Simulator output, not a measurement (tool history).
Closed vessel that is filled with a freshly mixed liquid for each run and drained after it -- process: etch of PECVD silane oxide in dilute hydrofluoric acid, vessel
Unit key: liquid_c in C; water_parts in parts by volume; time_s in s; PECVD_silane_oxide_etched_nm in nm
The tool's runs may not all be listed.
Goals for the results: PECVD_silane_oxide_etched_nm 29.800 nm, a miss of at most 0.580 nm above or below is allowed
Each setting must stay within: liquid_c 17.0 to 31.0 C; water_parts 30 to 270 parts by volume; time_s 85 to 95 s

run 1 hour=0.0 | liquid_c=23.0 water_parts=150 time_s=85 | PECVD_silane_oxide_etched_nm=14.209
run 2 hour=4.6 | liquid_c=21.0 water_parts=150 time_s=85 | PECVD_silane_oxide_etched_nm=13.246
run 3 hour=9.3 | liquid_c=23.5 water_parts=135 time_s=85 | PECVD_silane_oxide_etched_nm=16.325
run 4 hour=15.1 | liquid_c=25.5 water_parts=125 time_s=85 | PECVD_silane_oxide_etched_nm=19.560
run 5 hour=19.9 | liquid_c=27.0 water_parts=125 time_s=85 | PECVD_silane_oxide_etched_nm=20.545
run 6 hour=27.0 | liquid_c=27.0 water_parts=125 time_s=95 | PECVD_silane_oxide_etched_nm=23.075
-- hour=28.0 hydrofluoric acid flow meter replaced
run 7 hour=28.0 | liquid_c=28.0 water_parts=120 time_s=95 | PECVD_silane_oxide_etched_nm=22.996
run 8 hour=37.2 | liquid_c=28.0 water_parts=120 time_s=95 | PECVD_silane_oxide_etched_nm=23.040
run 9 hour=40.2 | liquid_c=28.5 water_parts=115 time_s=95 | PECVD_silane_oxide_etched_nm=24.539
run 10 hour=46.9 | liquid_c=28.5 water_parts=115 time_s=95 | PECVD_silane_oxide_etched_nm=24.546
run 11 hour=54.4 | liquid_c=29.0 water_parts=110 time_s=95 | PECVD_silane_oxide_etched_nm=26.295
run 12 hour=57.9 | liquid_c=29.5 water_parts=105 time_s=95 | PECVD_silane_oxide_etched_nm=28.725
run 13 hour=66.6 | liquid_c=30.0 water_parts=105 time_s=95 | PECVD_silane_oxide_etched_nm=28.862

Pick the move, out of 4, that brings all results within their allowed miss; only one does.
run A hour=75.3 | liquid_c=31.0 water_parts=100 time_s=95 | PECVD_silane_oxide_etched_nm=?
run B hour=75.3 | liquid_c=29.0 water_parts=90 time_s=90 | PECVD_silane_oxide_etched_nm=?
run C hour=75.3 | liquid_c=31.0 water_parts=105 time_s=95 | PECVD_silane_oxide_etched_nm=?
run D hour=75.3 | liquid_c=30.5 water_parts=95 time_s=90 | PECVD_silane_oxide_etched_nm=?

move=A PECVD_silane_oxide_etched_nm=31.644
move=B PECVD_silane_oxide_etched_nm=31.337
move=C PECVD_silane_oxide_etched_nm=29.921
move=D PECVD_silane_oxide_etched_nm=31.198
A: takes the result that was furthest off past its target
B: takes the result that was furthest off past its target
C: each result inside its tolerance
D: takes the result that was furthest off past its target
Go with C: it meets all targets.
